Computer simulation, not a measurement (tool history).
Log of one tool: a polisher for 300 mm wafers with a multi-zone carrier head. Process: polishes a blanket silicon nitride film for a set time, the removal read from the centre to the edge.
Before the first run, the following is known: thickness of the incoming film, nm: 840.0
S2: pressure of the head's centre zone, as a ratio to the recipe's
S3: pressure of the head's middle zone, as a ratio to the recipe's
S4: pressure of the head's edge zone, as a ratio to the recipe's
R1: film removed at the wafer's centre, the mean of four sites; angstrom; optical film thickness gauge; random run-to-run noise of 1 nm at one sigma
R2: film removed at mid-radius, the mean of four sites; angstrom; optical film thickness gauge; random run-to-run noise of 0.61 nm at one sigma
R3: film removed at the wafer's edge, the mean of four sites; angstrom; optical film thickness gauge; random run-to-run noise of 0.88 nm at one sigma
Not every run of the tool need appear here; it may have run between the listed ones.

{"run": 1, "day": 0.0, "flow of slurry (ml/min)": 285, "S2": 1, "S3": 1, "S4": 1, "polishing time (s)": 73, "R1": 1211, "R2": 1185.6, "R3": 1231.9}
{"run": 2, "day": 0.362, "flow of slurry (ml/min)": 285, "S2": 0.97, "S3": 1, "S4": 1, "polishing time (s)": 73, "R1": 1145.7, "R2": 1181.2, "R3": 1244.7}
{"run": 3, "day": 0.438, "flow of slurry (ml/min)": 285, "S2": 0.96, "S3": 1, "S4": 0.97, "polishing time (s)": 70, "R1": 1123.1, "R2": 1127.1, "R3": 1174.7}
{"run": 4, "day": 0.538, "flow of slurry (ml/min)": 280, "S2": 0.94, "S3": 1.01, "S4": 0.95, "polishing time (s)": 67, "R1": 1019, "R2": 1088.3, "R3": 1096.3}
{"run": 5, "day": 0.633, "flow of slurry (ml/min)": 280, "S2": 0.94, "S3": 1.05, "S4": 0.95, "polishing time (s)": 67, "R1": 1023.2, "R2": 1116, "R3": 1107.5}
{"run": 6, "day": 0.858, "flow of slurry (ml/min)": 280, "S2": 0.89, "S3": 1.05, "S4": 0.95, "polishing time (s)": 67, "R1": 952.89, "R2": 1123.7, "R3": 1105.5}
{"run": 7, "day": 1.004, "flow of slurry (ml/min)": 275, "S2": 0.89, "S3": 1.03, "S4": 0.93, "polishing time (s)": 66, "R1": 951.31, "R2": 1085.1, "R3": 1081.1}
{"run": 8, "day": 1.108, "flow of slurry (ml/min)": 260, "S2": 0.87, "S3": 0.99, "S4": 0.83, "polishing time (s)": 57, "R1": 784.97, "R2": 904.94, "R3": 878.21}

Predict the results of run 9:
{"run": 9, "day": 1.362, "flow of slurry (ml/min)": 270, "S2": 0.88, "S3": 0.99, "S4": 0.84, "polishing time (s)": 57, "R1": "?", "R2": "?", "R3": "?"}

R1: 818.16 angstrom
R2: 916.57 angstrom
R3: 875.49 angstrom
